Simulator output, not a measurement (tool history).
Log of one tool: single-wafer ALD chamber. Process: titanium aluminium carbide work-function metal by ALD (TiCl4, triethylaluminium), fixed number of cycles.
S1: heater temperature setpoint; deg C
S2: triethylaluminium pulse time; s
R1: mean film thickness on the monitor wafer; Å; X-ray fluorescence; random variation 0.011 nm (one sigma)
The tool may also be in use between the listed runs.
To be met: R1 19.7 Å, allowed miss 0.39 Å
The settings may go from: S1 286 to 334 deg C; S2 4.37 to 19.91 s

run   hour   S1     S2      R1
  1      0  310  12.14  21.531
  2    3.5  317  12.14  21.972
  3    7.7  317   9.11  21.201
  4   16.2  317   7.49  20.564
  5   23.8  317    5.8  19.276
  6     28  317   4.37  17.032
  7   35.8  319   4.44  17.318
  8   37.7  319   4.95  18.116
  9   42.8  321   5.14  18.429
 10   49.5  333   6.68  21.269
 11     51  331   6.62  20.981
 12   56.3  319   5.03  18.311
 13   60.4  321   5.09   18.63
 14   63.6  322   5.13  18.625
 15   71.2  334   7.31  21.868
 16   78.5  332   7.23  21.657
 17   86.5  332   7.23  21.394
 18     91  320   4.61  17.607
 19   97.5  322   4.73    18.1
 20  103.7  334   6.19  20.627
 21  109.8  333   6.14  20.867
 22  117.2  332    6.1  20.363
 23  126.1  331   6.07  20.232
 24  133.5  330   6.05   20.23
 25  141.4  329   6.03  20.161

5 next moves are on the table. One of them brings every result within its allowed miss. Which?
  A  149.3  329   6.9   ?
  B  149.3  331  6.27   ?
  C  149.3  331  6.08   ?
  D  149.3  325  5.66   ?
  E  149.3  325  6.96   ?

move      R1
   A  21.087
   B  20.661
   C  20.462
   D  19.555
   E   20.84
A: further off than the last run
B: further off than the last run
C: further off than the last run
D: meets every target
E: further off than the last run
Move D is the one to make.

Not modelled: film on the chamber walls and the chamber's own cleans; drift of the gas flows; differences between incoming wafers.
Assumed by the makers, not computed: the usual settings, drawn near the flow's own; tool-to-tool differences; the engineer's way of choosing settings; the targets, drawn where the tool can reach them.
